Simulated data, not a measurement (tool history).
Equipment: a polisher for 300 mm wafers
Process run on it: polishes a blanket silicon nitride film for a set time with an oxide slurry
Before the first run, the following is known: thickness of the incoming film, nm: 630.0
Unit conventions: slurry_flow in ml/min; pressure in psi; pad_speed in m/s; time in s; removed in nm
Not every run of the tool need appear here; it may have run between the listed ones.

run    day  slurry_flow  pressure  pad_speed  slurry_solids  time  removed
  1  0.000          190       2.9       0.98           1.00    30   18.219
  2  0.321          190       2.9       0.98           0.85    30   16.914
  3  0.558          225       2.9       0.98           0.85    30   17.353
  4  0.642          225       2.9       0.98           0.65    30   14.952
  5  1.004          225       2.7       0.98           0.65    30   14.134
  6  1.367          225       2.5       0.98           0.65    30   13.050
  7  1.546          225       2.4       0.98           0.65    30   12.889
  8  1.679          225       2.3       0.98           0.65    30   12.166
  9  2.017          225       2.2       0.98           0.65    30   11.741

Expected results for the next run?
 10  2.262          225       2.1       0.98           0.65    30        ?

Run 10 measured removed 11.200 nm.

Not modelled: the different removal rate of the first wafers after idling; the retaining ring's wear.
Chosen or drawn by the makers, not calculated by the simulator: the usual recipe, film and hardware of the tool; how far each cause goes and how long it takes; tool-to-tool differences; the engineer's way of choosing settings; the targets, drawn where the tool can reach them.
